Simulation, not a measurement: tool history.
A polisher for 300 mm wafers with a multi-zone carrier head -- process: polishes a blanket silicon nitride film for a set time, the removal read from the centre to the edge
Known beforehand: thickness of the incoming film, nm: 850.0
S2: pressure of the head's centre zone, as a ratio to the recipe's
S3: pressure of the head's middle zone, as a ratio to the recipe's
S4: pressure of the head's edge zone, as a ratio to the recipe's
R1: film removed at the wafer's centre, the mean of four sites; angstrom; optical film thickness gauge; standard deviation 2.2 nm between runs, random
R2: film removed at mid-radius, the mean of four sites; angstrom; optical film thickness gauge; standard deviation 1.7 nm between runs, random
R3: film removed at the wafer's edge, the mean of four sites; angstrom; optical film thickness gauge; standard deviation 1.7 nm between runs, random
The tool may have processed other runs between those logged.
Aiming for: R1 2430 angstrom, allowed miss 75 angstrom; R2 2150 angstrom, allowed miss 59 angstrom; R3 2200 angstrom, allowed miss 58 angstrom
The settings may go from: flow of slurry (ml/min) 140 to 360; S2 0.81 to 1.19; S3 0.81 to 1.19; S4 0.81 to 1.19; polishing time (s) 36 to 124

Run 1, day 0: flow of slurry (ml/min) 230, S2 1, S3 1, S4 1, polishing time (s) 79. Result: R1 1637.6 angstrom, R2 1690.9 angstrom, R3 1599.4 angstrom.
Run 2, day 0.204: flow of slurry (ml/min) 175, S2 1, S3 1, S4 1, polishing time (s) 79. Result: R1 1562.3 angstrom, R2 1638.6 angstrom, R3 1576 angstrom.
Run 3, day 0.279: flow of slurry (ml/min) 175, S2 1, S3 1, S4 1, polishing time (s) 91. Result: R1 1811.9 angstrom, R2 1886.7 angstrom, R3 1777.1 angstrom.
Run 4, day 0.308: flow of slurry (ml/min) 175, S2 1, S3 1.06, S4 1, polishing time (s) 91. Result: R1 1777 angstrom, R2 1961.4 angstrom, R3 1816.4 angstrom.
Run 5, day 0.479: flow of slurry (ml/min) 175, S2 1, S3 1.06, S4 1, polishing time (s) 81. Result: R1 1632.1 angstrom, R2 1744.4 angstrom, R3 1616.5 angstrom.
Run 6, day 0.838: flow of slurry (ml/min) 180, S2 1.02, S3 1.06, S4 1.02, polishing time (s) 83. Result: R1 1729 angstrom, R2 1828.1 angstrom, R3 1677.2 angstrom.
Run 7, day 0.958: flow of slurry (ml/min) 180, S2 1.03, S3 1.04, S4 1.04, polishing time (s) 85. Result: R1 1746.4 angstrom, R2 1840.2 angstrom, R3 1715.7 angstrom.
Run 8, day 1.012: flow of slurry (ml/min) 245, S2 1.13, S3 0.94, S4 1.14, polishing time (s) 104. Result: R1 2442.8 angstrom, R2 2156.1 angstrom, R3 2283.1 angstrom.
Run 9, day 1.046: flow of slurry (ml/min) 245, S2 1.13, S3 0.94, S4 1.13, polishing time (s) 104. Result: R1 2445.9 angstrom, R2 2136.8 angstrom, R3 2276.3 angstrom.

Next run, 5 choices. One meets every target within its allowed miss, the rest don't. Which?
Run A, day 1.079: flow of slurry (ml/min) 285, S2 1.06, S3 0.86, S4 1.04, polishing time (s) 110. Result: R1 ?, R2 ?, R3 ?.
Run B, day 1.079: flow of slurry (ml/min) 245, S2 1.09, S3 0.91, S4 1.17, polishing time (s) 107. Result: R1 ?, R2 ?, R3 ?.
Run C, day 1.079: flow of slurry (ml/min) 255, S2 1.12, S3 0.92, S4 1.19, polishing time (s) 105. Result: R1 ?, R2 ?, R3 ?.
Run D, day 1.079: flow of slurry (ml/min) 260, S2 1.14, S3 0.97, S4 1.11, polishing time (s) 101. Result: R1 ?, R2 ?, R3 ?.
Run E, day 1.079: flow of slurry (ml/min) 315, S2 1.11, S3 0.88, S4 1.17, polishing time (s) 103. Result: R1 ?, R2 ?, R3 ?.

move      R1      R2      R3
   A    2428    2163  2347.2
   B  2384.9    2169    2393
   C  2415.1  2157.1  2376.7
   D  2369.9  2173.4  2207.5
   E  2403.1  2082.7  2349.1
A: lands further from the targets than the last run did
B: lands further from the targets than the last run did
C: lands further from the targets than the last run did
D: all results in spec
E: lands further from the targets than the last run did
D meets every target.
